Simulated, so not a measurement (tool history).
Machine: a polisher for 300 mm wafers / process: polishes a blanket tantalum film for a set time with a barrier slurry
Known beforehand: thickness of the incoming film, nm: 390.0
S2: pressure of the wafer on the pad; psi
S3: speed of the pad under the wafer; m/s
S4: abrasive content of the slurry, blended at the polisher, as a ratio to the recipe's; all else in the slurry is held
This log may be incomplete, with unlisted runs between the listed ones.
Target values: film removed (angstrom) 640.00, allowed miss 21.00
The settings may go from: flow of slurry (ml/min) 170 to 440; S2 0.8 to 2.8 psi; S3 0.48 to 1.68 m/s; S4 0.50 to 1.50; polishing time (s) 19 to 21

{"run": 1, "hour": 0.0, "flow of slurry (ml/min)": 280, "S2": 1.8, "S3": 1.08, "S4": 1.0, "polishing time (s)": 21, "film removed (angstrom)": 336.85}
{"run": 2, "hour": 7.8, "flow of slurry (ml/min)": 330, "S2": 1.8, "S3": 1.08, "S4": 1.0, "polishing time (s)": 21, "film removed (angstrom)": 340.71}
{"run": 3, "hour": 10.1, "flow of slurry (ml/min)": 330, "S2": 2.0, "S3": 1.1, "S4": 1.0, "polishing time (s)": 21, "film removed (angstrom)": 383.14}
{"run": 4, "hour": 18.2, "flow of slurry (ml/min)": 330, "S2": 2.2, "S3": 1.12, "S4": 1.0, "polishing time (s)": 21, "film removed (angstrom)": 432.56}
{"run": 5, "hour": 19.6, "flow of slurry (ml/min)": 330, "S2": 2.2, "S3": 1.12, "S4": 0.8, "polishing time (s)": 21, "film removed (angstrom)": 403.92}
{"run": 6, "hour": 27.3, "flow of slurry (ml/min)": 330, "S2": 2.3, "S3": 1.16, "S4": 0.8, "polishing time (s)": 21, "film removed (angstrom)": 435.55}
{"run": 7, "hour": 33.7, "flow of slurry (ml/min)": 330, "S2": 2.3, "S3": 1.16, "S4": 0.8, "polishing time (s)": 21, "film removed (angstrom)": 438.05}
{"run": 8, "hour": 40.6, "flow of slurry (ml/min)": 330, "S2": 2.4, "S3": 1.2, "S4": 0.8, "polishing time (s)": 21, "film removed (angstrom)": 472.86}
{"run": 9, "hour": 42.7, "flow of slurry (ml/min)": 330, "S2": 2.5, "S3": 1.22, "S4": 0.8, "polishing time (s)": 21, "film removed (angstrom)": 496.73}
{"run": 10, "hour": 48.6, "flow of slurry (ml/min)": 330, "S2": 2.5, "S3": 1.22, "S4": 0.8, "polishing time (s)": 21, "film removed (angstrom)": 496.37}
{"run": 11, "hour": 56.1, "flow of slurry (ml/min)": 335, "S2": 2.8, "S3": 1.32, "S4": 0.8, "polishing time (s)": 21, "film removed (angstrom)": 600.73}
{"run": 12, "hour": 60.8, "flow of slurry (ml/min)": 335, "S2": 2.8, "S3": 1.34, "S4": 0.8, "polishing time (s)": 21, "film removed (angstrom)": 617.33}

Which of these 4 next moves meets every target?
{"run": "A", "hour": 65.5, "flow of slurry (ml/min)": 300, "S2": 2.8, "S3": 1.42, "S4": 0.85, "polishing time (s)": 21, "film removed (angstrom)": "?"}
{"run": "B", "hour": 65.5, "flow of slurry (ml/min)": 350, "S2": 2.8, "S3": 1.5, "S4": 0.75, "polishing time (s)": 21, "film removed (angstrom)": "?"}
{"run": "C", "hour": 65.5, "flow of slurry (ml/min)": 295, "S2": 2.8, "S3": 1.52, "S4": 0.8, "polishing time (s)": 21, "film removed (angstrom)": "?"}
{"run": "D", "hour": 65.5, "flow of slurry (ml/min)": 355, "S2": 2.8, "S3": 1.5, "S4": 0.8, "polishing time (s)": 21, "film removed (angstrom)": "?"}

move=A film_removed_(angstrom)=653.20
move=B film_removed_(angstrom)=677.18
move=C film_removed_(angstrom)=686.61
move=D film_removed_(angstrom)=689.08
A: in spec on every target
B: carries the result that was furthest off beyond its target, to the other side
C: carries the result that was furthest off beyond its target, to the other side
D: carries the result that was furthest off beyond its target, to the other side
The move that meets every target is A.
